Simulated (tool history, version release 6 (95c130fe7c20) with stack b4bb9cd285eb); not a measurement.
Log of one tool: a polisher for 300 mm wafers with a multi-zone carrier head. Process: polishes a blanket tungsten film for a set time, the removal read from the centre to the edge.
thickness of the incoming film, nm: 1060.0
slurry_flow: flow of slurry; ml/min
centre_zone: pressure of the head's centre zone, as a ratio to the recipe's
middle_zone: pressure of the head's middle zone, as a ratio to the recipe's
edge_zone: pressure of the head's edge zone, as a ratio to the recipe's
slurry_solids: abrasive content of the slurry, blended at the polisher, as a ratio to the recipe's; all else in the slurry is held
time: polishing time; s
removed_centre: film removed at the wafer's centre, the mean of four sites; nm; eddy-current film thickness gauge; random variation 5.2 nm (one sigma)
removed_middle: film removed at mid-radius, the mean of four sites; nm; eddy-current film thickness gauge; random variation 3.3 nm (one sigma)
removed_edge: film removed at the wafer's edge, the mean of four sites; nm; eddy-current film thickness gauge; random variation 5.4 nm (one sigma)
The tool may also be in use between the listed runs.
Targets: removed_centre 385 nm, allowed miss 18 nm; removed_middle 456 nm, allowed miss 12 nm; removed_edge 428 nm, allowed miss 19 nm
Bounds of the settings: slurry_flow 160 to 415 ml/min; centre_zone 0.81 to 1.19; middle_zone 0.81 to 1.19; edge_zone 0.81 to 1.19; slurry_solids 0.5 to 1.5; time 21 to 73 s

{"run": 1, "day": 0.0, "slurry_flow": 265, "centre_zone": 1, "middle_zone": 1, "edge_zone": 1, "slurry_solids": 1, "time": 47, "removed_centre": 310.8, "removed_middle": 315.7, "removed_edge": 305.77}
{"run": 2, "day": 0.371, "slurry_flow": 270, "centre_zone": 0.99, "middle_zone": 1.04, "edge_zone": 1.05, "slurry_solids": 1.15, "time": 49, "removed_centre": 329.7, "removed_middle": 350.22, "removed_edge": 342.82}
{"run": 3, "day": 0.733, "slurry_flow": 270, "centre_zone": 1.03, "middle_zone": 1.04, "edge_zone": 1.05, "slurry_solids": 1.15, "time": 49, "removed_centre": 333.6, "removed_middle": 352.46, "removed_edge": 345.94}
{"run": 4, "day": 1.058, "slurry_flow": 280, "centre_zone": 1.05, "middle_zone": 1.08, "edge_zone": 1.07, "slurry_solids": 1.25, "time": 50, "removed_centre": 365.03, "removed_middle": 379.01, "removed_edge": 357.88}
{"run": 5, "day": 1.358, "slurry_flow": 280, "centre_zone": 1.02, "middle_zone": 1.1, "edge_zone": 1.1, "slurry_solids": 1.35, "time": 51, "removed_centre": 363.98, "removed_middle": 397.64, "removed_edge": 375.46}
{"run": 6, "day": 1.533, "slurry_flow": 280, "centre_zone": 1.02, "middle_zone": 1.1, "edge_zone": 1.1, "slurry_solids": 1.45, "time": 51, "removed_centre": 369.83, "removed_middle": 407.33, "removed_edge": 369.5}
{"run": 7, "day": 1.658, "slurry_flow": 285, "centre_zone": 1.01, "middle_zone": 1.12, "edge_zone": 1.13, "slurry_solids": 1.45, "time": 52, "removed_centre": 373.53, "removed_middle": 428.21, "removed_edge": 405.48}
{"run": 8, "day": 1.988, "slurry_flow": 300, "centre_zone": 1.01, "middle_zone": 1.13, "edge_zone": 1.14, "slurry_solids": 1.45, "time": 52, "removed_centre": 377.46, "removed_middle": 425.41, "removed_edge": 396.18}
{"run": 9, "day": 2.125, "slurry_flow": 295, "centre_zone": 1, "middle_zone": 1.14, "edge_zone": 1.15, "slurry_solids": 1.45, "time": 53, "removed_centre": 380.46, "removed_middle": 439.36, "removed_edge": 404.88}
{"run": 10, "day": 2.221, "slurry_flow": 295, "centre_zone": 0.99, "middle_zone": 1.14, "edge_zone": 1.16, "slurry_solids": 1.45, "time": 53, "removed_centre": 387.61, "removed_middle": 438.4, "removed_edge": 401.34}
{"run": 11, "day": 2.517, "slurry_flow": 290, "centre_zone": 0.89, "middle_zone": 1.11, "edge_zone": 1.19, "slurry_solids": 1.5, "time": 56, "removed_centre": 363.91, "removed_middle": 454.61, "removed_edge": 429.32}

5 next moves are on the table. One of them brings every result within its allowed miss. Which?
{"run": "A", "day": 2.812, "slurry_flow": 270, "centre_zone": 0.98, "middle_zone": 1.06, "edge_zone": 1.17, "slurry_solids": 1.35, "time": 56, "removed_centre": "?", "removed_middle": "?", "removed_edge": "?"}
{"run": "B", "day": 2.812, "slurry_flow": 280, "centre_zone": 0.88, "middle_zone": 1.14, "edge_zone": 1.19, "slurry_solids": 1.5, "time": 60, "removed_centre": "?", "removed_middle": "?", "removed_edge": "?"}
{"run": "C", "day": 2.812, "slurry_flow": 235, "centre_zone": 0.87, "middle_zone": 1.15, "edge_zone": 1.19, "slurry_solids": 1.25, "time": 59, "removed_centre": "?", "removed_middle": "?", "removed_edge": "?"}
{"run": "D", "day": 2.812, "slurry_flow": 240, "centre_zone": 0.96, "middle_zone": 1.12, "edge_zone": 1.13, "slurry_solids": 1.5, "time": 57, "removed_centre": "?", "removed_middle": "?", "removed_edge": "?"}
{"run": "E", "day": 2.812, "slurry_flow": 320, "centre_zone": 1.01, "middle_zone": 1.19, "edge_zone": 1.04, "slurry_solids": 1.4, "time": 53, "removed_centre": "?", "removed_middle": "?", "removed_edge": "?"}

move=A removed_centre=383.72 removed_middle=419.88 removed_edge=421.68
move=B removed_centre=380.84 removed_middle=494.02 removed_edge=468.37
move=C removed_centre=344.97 removed_middle=457.21 removed_edge=432.48
move=D removed_centre=386.63 removed_middle=453.36 removed_edge=429.35
move=E removed_centre=385.87 removed_middle=450.96 removed_edge=388.72
A: brings the result that was furthest off to its target, and leaves another outside
B: brings the result that was furthest off to its target, and leaves another outside
C: further off than the last run
D: meets every target
E: brings the result that was furthest off to its target, and leaves another outside
The right move is D.
